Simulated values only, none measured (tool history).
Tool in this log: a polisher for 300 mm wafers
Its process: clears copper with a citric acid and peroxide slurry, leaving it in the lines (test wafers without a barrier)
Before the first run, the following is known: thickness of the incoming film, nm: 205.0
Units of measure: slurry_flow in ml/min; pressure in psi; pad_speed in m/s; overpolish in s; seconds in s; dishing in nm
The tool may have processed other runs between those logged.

| run | day | slurry_flow | pressure | pad_speed | slurry_solids | overpolish | seconds | dishing |
|---|---|---|---|---|---|---|---|---|
| 1 | 0.000 | 175 | 3.4 | 1.16 | 1.0 | 23 | 62.865 | 58.504 |
| 2 | 0.071 | 175 | 3.2 | 1.18 | 1.0 | 19 | 63.735 | 47.884 |
| 3 | 0.188 | 175 | 3.0 | 1.18 | 1.0 | 16 | 67.577 | 38.741 |
| 4 | 0.317 | 175 | 3.0 | 1.18 | 1.0 | 20 | 67.819 | 48.042 |
| 5 | 0.433 | 175 | 2.9 | 1.18 | 1.0 | 17 | 70.651 | 39.343 |
| 6 | 0.612 | 175 | 2.8 | 1.18 | 1.0 | 15 | 72.698 | 34.047 |
| 7 | 0.654 | 175 | 2.8 | 1.18 | 1.0 | 14 | 71.152 | 32.278 |

Predict the results of run 8:
| 8 | 0.704 | 175 | 2.7 | 1.18 | 1.0 | 13 | ? | ? |

Run 8 gave seconds 76.047 s, dishing 28.713 nm.
